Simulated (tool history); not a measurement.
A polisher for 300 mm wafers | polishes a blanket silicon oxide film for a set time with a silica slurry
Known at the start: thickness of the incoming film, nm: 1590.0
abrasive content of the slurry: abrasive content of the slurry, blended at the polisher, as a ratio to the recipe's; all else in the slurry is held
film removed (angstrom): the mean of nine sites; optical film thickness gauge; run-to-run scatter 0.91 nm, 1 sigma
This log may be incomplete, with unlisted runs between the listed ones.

run,day,flow of slurry (ml/min),pressure of the wafer on the pad (kPa),speed of the pad under the wafer (m/s),abrasive content of the slurry,polishing time (s),film removed (angstrom)
1,0.000,250,29.0,1.42,1.0,53,1803.2
2,0.242,250,24.1,1.34,1.0,53,1486.1
3,0.333,250,24.1,1.62,1.0,53,1744.3
4,0.458,250,24.1,1.46,1.0,53,1578.7
5,0.554,250,20.7,1.36,1.0,53,1317.2
6,0.579,250,18.6,1.30,1.0,53,1202.5
7,0.825,250,17.2,1.26,1.0,53,1087.0

What will run 8 give?
8,0.912,250,15.9,1.24,1.0,53,?

Logged for run 8: film removed (angstrom) 1039.1.
